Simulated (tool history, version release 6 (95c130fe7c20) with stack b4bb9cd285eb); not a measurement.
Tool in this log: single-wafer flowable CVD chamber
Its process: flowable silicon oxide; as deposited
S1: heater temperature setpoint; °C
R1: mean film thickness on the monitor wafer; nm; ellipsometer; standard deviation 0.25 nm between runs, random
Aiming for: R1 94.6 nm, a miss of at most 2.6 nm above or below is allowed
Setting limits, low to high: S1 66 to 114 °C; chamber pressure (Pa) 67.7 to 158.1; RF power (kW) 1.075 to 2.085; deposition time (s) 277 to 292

{"run": 1, "day": 0.0, "S1": 90, "chamber pressure (Pa)": 112.9, "RF power (kW)": 1.58, "deposition time (s)": 292, "R1": 262.93}
{"run": 2, "day": 0.338, "S1": 90, "chamber pressure (Pa)": 123.3, "RF power (kW)": 1.58, "deposition time (s)": 292, "R1": 287.64}
{"run": 3, "day": 0.571, "S1": 95, "chamber pressure (Pa)": 115.2, "RF power (kW)": 1.565, "deposition time (s)": 291, "R1": 230.85}
{"run": 4, "day": 0.621, "S1": 95, "chamber pressure (Pa)": 115.2, "RF power (kW)": 1.565, "deposition time (s)": 292, "R1": 232.21}
{"run": 5, "day": 0.808, "S1": 95, "chamber pressure (Pa)": 103.6, "RF power (kW)": 1.565, "deposition time (s)": 292, "R1": 209.49}
{"run": 6, "day": 0.917, "S1": 99, "chamber pressure (Pa)": 97.6, "RF power (kW)": 1.555, "deposition time (s)": 292, "R1": 176.12}
{"run": 7, "day": 1.1, "S1": 102, "chamber pressure (Pa)": 93.1, "RF power (kW)": 1.545, "deposition time (s)": 292, "R1": 154.15}
{"run": 8, "day": 1.467, "S1": 105, "chamber pressure (Pa)": 89.7, "RF power (kW)": 1.54, "deposition time (s)": 292, "R1": 135.33}
{"run": 9, "day": 1.596, "S1": 107, "chamber pressure (Pa)": 87.7, "RF power (kW)": 1.535, "deposition time (s)": 292, "R1": 125.69}
{"run": 10, "day": 1.896, "S1": 109, "chamber pressure (Pa)": 85.9, "RF power (kW)": 1.53, "deposition time (s)": 292, "R1": 116.13}
{"run": 11, "day": 2.004, "S1": 110, "chamber pressure (Pa)": 84.5, "RF power (kW)": 1.53, "deposition time (s)": 292, "R1": 111.21}
{"run": 12, "day": 2.042, "S1": 111, "chamber pressure (Pa)": 83.6, "RF power (kW)": 1.53, "deposition time (s)": 292, "R1": 106.38}
{"run": 13, "day": 2.333, "S1": 112, "chamber pressure (Pa)": 82.9, "RF power (kW)": 1.53, "deposition time (s)": 292, "R1": 102.09}
{"run": 14, "day": 2.404, "S1": 112, "chamber pressure (Pa)": 82.5, "RF power (kW)": 1.53, "deposition time (s)": 292, "R1": 102.29}
{"run": 15, "day": 2.746, "S1": 112, "chamber pressure (Pa)": 82.5, "RF power (kW)": 1.53, "deposition time (s)": 292, "R1": 102.01}

Of the 5 settings listed for the next run, only one would bring every result within its allowed miss of target. Which one?
{"run": "A", "day": 3.088, "S1": 114, "chamber pressure (Pa)": 78.8, "RF power (kW)": 1.605, "deposition time (s)": 277, "R1": "?"}
{"run": "B", "day": 3.088, "S1": 112, "chamber pressure (Pa)": 72.9, "RF power (kW)": 1.57, "deposition time (s)": 286, "R1": "?"}
{"run": "C", "day": 3.088, "S1": 110, "chamber pressure (Pa)": 70.7, "RF power (kW)": 1.545, "deposition time (s)": 292, "R1": "?"}
{"run": "D", "day": 3.088, "S1": 111, "chamber pressure (Pa)": 83.3, "RF power (kW)": 1.36, "deposition time (s)": 290, "R1": "?"}
{"run": "E", "day": 3.088, "S1": 114, "chamber pressure (Pa)": 78.4, "RF power (kW)": 1.47, "deposition time (s)": 282, "R1": "?"}

move=A R1=88.545
move=B R1=89.544
move=C R1=93.734
move=D R1=101.26
move=E R1=87.527
A: carries the result that was furthest off beyond its target, to the other side
B: carries the result that was furthest off beyond its target, to the other side
C: every result lands within tolerance
D: nearer the targets than the last run, but a result is still out of spec
E: carries the result that was furthest off beyond its target, to the other side
Go with C: it meets all targets.

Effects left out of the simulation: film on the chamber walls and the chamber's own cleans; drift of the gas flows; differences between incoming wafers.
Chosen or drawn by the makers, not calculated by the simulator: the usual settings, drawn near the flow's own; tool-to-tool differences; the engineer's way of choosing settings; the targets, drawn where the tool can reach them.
